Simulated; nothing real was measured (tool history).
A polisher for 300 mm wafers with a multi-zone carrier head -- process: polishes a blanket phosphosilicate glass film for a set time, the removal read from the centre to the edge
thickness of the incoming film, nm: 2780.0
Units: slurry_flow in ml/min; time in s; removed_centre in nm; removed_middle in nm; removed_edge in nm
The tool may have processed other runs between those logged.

run  hour  slurry_flow  centre_zone  middle_zone  edge_zone  slurry_solids  time  removed_centre  removed_middle  removed_edge
  1   0.0          140         1.00         1.00       1.00           1.00    78          843.06          829.32        818.33
  2   8.1          140         1.00         1.03       1.00           1.00    78          842.20          834.72        820.72
  3  11.2          135         0.97         1.01       1.01           0.90    77          761.70          792.28        773.75
  4  14.3          130         0.95         0.98       1.02           0.85    76          714.23          755.09        754.30
  5  21.6          105         0.95         0.98       1.02           0.85    76          693.28          706.83        743.19
  6  25.8          100         0.93         0.97       1.02           0.80    75          637.23          663.41        711.71
  7  34.0          100         0.92         0.96       1.01           0.75    75          619.04          661.44        699.61

Run 8, settings as shown, results not yet in. Your forecast:
  8  38.0          100         0.91         0.95       1.01           0.70    74               ?               ?             ?

{"run 8": {"removed_centre": 589.6, "removed_middle": 615.6, "removed_edge": 680.93}}
